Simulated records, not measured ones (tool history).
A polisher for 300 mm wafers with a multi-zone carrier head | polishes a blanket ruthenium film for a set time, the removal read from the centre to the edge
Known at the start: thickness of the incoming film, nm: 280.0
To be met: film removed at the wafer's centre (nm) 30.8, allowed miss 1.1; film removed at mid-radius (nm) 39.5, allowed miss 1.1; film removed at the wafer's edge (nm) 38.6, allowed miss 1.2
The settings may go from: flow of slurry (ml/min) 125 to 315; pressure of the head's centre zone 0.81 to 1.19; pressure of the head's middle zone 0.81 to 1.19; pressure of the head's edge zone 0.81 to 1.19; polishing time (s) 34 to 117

run	hour	flow of slurry (ml/min)	pressure of the head's centre zone	pressure of the head's middle zone	pressure of the head's edge zone	polishing time (s)	film removed at the wafer's centre (nm)	film removed at mid-radius (nm)	film removed at the wafer's edge (nm)
1	0	205	1	1	1	75	52.442	56.161	54.653
2	6.3	240	1	1	1	75	54.834	56.719	55.401
3	8.4	240	0.94	1	1	75	50.782	56.693	55.329
4	9.2	225	0.91	0.99	0.97	71	46.298	53.994	51.126
5	17.6	210	0.89	0.97	0.97	67	42.438	47.891	48.685
6	20.2	195	0.87	0.98	0.96	64	38.811	46.022	46.49
7	23	165	0.81	0.96	0.86	53	28.73	37.079	35.036
8	31	175	0.81	0.97	0.88	53	30.177	37.664	36.2
9	39.1	170	0.81	0.98	0.9	53	28.879	38.125	35.535
10	47.2	175	0.81	0.98	0.92	53	29.384	38.07	36.792
11	48.9	180	0.81	0.98	0.93	53	29.712	38.038	37.122

Which of these 5 next moves meets every target?
A	50.6	170	0.82	1.08	0.87	54	?	?	?
B	50.6	130	0.81	1.12	0.9	55	?	?	?
C	50.6	195	0.84	1.02	0.91	52	?	?	?
D	50.6	180	0.83	0.92	0.96	52	?	?	?
E	50.6	160	0.82	1	0.97	55	?	?	?

move	film removed at the wafer's centre (nm)	film removed at mid-radius (nm)	film removed at the wafer's edge (nm)
A	29.834	41.547	36.483
B	28.577	41.795	36.55
C	30.065	38.841	36.399
D	29.321	35.228	37.069
E	30.059	39.274	38.863
A: takes the result that was furthest off past its target
B: takes the result that was furthest off past its target
C: brings the result that was furthest off to its target, and leaves another outside
D: further off than the last run
E: meets every target
Move E is the one to make.
